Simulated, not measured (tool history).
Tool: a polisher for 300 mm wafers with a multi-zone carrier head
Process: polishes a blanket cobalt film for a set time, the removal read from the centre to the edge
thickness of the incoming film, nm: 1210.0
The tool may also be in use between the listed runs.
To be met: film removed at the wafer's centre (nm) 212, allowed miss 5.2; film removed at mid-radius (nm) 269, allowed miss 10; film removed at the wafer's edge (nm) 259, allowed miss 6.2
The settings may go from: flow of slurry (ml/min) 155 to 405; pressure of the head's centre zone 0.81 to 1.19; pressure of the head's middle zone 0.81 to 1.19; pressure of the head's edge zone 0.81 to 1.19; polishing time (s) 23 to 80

run    day  flow of slurry (ml/min)  pressure of the head's centre zone  pressure of the head's middle zone  pressure of the head's edge zone  polishing time (s)  film removed at the wafer's centre (nm)  film removed at mid-radius (nm)  film removed at the wafer's edge (nm)
  1      0                      260                                   1                                   1                                 1                  51                                   309.72                           310.74                                 304.51
  2  0.108                      260                                1.09                                   1                                 1                  51                                   332.78                              310                                 300.98
  3  0.188                      300                                1.09                                   1                                 1                  51                                   339.97                           308.58                                 306.31
  4  0.421                      275                                1.02                                1.01                              1.01                  49                                   299.53                           299.68                                  293.6
  5  0.508                      235                                1.02                                1.01                              1.01                  49                                   298.67                            295.8                                 288.85
  6  0.812                      235                                1.02                                0.93                              1.01                  49                                   296.16                           280.59                                 290.61
  7  1.088                      225                                0.97                                0.96                              1.02                  47                                   265.38                           269.86                                 280.67
  8   1.35                      185                                0.87                                1.06                              0.92                  46                                   230.67                            280.8                                 255.58
  9  1.417                      180                                0.85                                1.05                              0.93                  46                                   225.24                           280.39                                 255.18
 10  1.621                      160                                0.81                                   1                              1.01                  45                                   204.08                           252.03                                 257.02

Which of these 4 next moves meets every target?
  A  1.825                      155                                0.81                                1.02                              0.95                  47                                        ?                                ?                                      ?
  B  1.825                      155                                0.89                                0.95                              0.91                  45                                        ?                                ?                                      ?
  C  1.825                      185                                0.82                                1.02                              1.01                  42                                        ?                                ?                                      ?
  D  1.825                      165                                0.82                                1.05                              0.96                  44                                        ?                                ?                                      ?

move  film removed at the wafer's centre (nm)  film removed at mid-radius (nm)  film removed at the wafer's edge (nm)
   A                                   214.34                           277.25                                 262.52
   B                                   225.57                           249.93                                 246.59
   C                                   198.65                           253.14                                 245.45
   D                                   204.99                            268.1                                 248.31
A: meets every target
B: further off than the last run
C: further off than the last run
D: brings the result that was furthest off to its target, and leaves another outside
Move A is the one to make.
